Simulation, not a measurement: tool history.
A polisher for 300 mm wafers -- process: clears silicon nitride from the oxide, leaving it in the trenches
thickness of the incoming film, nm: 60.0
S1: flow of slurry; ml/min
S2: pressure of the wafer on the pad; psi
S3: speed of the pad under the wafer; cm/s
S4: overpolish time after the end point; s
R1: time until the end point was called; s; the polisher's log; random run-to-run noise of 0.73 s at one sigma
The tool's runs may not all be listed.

{"run": 1, "hour": 0.0, "S1": 270, "S2": 1.8, "S3": 86, "S4": 16, "R1": 126.79}
{"run": 2, "hour": 0.8, "S1": 270, "S2": 1.9, "S3": 86, "S4": 16, "R1": 120.35}
{"run": 3, "hour": 6.8, "S1": 270, "S2": 2.2, "S3": 86, "S4": 16, "R1": 105.05}
{"run": 4, "hour": 14.8, "S1": 270, "S2": 2.2, "S3": 70, "S4": 16, "R1": 127.86}
{"run": 5, "hour": 23.5, "S1": 270, "S2": 2.3, "S3": 72, "S4": 16, "R1": 121.62}
{"run": 6, "hour": 25.4, "S1": 270, "S2": 2, "S3": 72, "S4": 16, "R1": 138.09}
{"run": 7, "hour": 27.5, "S1": 270, "S2": 2.1, "S3": 74, "S4": 16, "R1": 127.84}
{"run": 8, "hour": 33.5, "S1": 270, "S2": 2.2, "S3": 76, "S4": 16, "R1": 118.48}
{"run": 9, "hour": 35.0, "S1": 270, "S2": 2.3, "S3": 78, "S4": 16, "R1": 111.38}
{"run": 10, "hour": 37.1, "S1": 270, "S2": 2.4, "S3": 80, "S4": 16, "R1": 105.05}
{"run": 11, "hour": 41.0, "S1": 270, "S2": 2.4, "S3": 82, "S4": 16, "R1": 100.85}

Expected results for the next run?
{"run": 12, "hour": 48.6, "S1": 275, "S2": 2.6, "S3": 86, "S4": 16, "R1": "?"}

Run 12 produced R1 89.741 s.
